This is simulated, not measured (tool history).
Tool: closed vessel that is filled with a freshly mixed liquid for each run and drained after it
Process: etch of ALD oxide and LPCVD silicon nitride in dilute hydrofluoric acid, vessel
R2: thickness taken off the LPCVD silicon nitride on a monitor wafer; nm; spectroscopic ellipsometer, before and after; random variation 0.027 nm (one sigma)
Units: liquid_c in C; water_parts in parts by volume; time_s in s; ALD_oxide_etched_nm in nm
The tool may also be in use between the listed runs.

run 1 hour=0.0 | liquid_c=25.0 water_parts=280 time_s=1050 | ALD_oxide_etched_nm=54.448 R2=1.76230
run 2 hour=5.1 | liquid_c=25.0 water_parts=210 time_s=1050 | ALD_oxide_etched_nm=78.288 R2=2.33300
run 3 hour=10.7 | liquid_c=25.0 water_parts=290 time_s=1050 | ALD_oxide_etched_nm=51.622 R2=1.67850
run 4 hour=16.7 | liquid_c=25.0 water_parts=290 time_s=625 | ALD_oxide_etched_nm=30.702 R2=1.01690
run 5 hour=18.8 | liquid_c=23.5 water_parts=290 time_s=625 | ALD_oxide_etched_nm=29.050 R2=0.95093
run 6 hour=26.6 | liquid_c=26.0 water_parts=290 time_s=625 | ALD_oxide_etched_nm=32.099 R2=1.10010
run 7 hour=33.3 | liquid_c=26.0 water_parts=235 time_s=600 | ALD_oxide_etched_nm=39.399 R2=1.28940

Forecast run 8:
run 8 hour=39.8 | liquid_c=26.0 water_parts=125 time_s=490 | ALD_oxide_etched_nm=? R2=?

{"run 8": {"ALD_oxide_etched_nm": 70.246, "R2": 1.9659}}
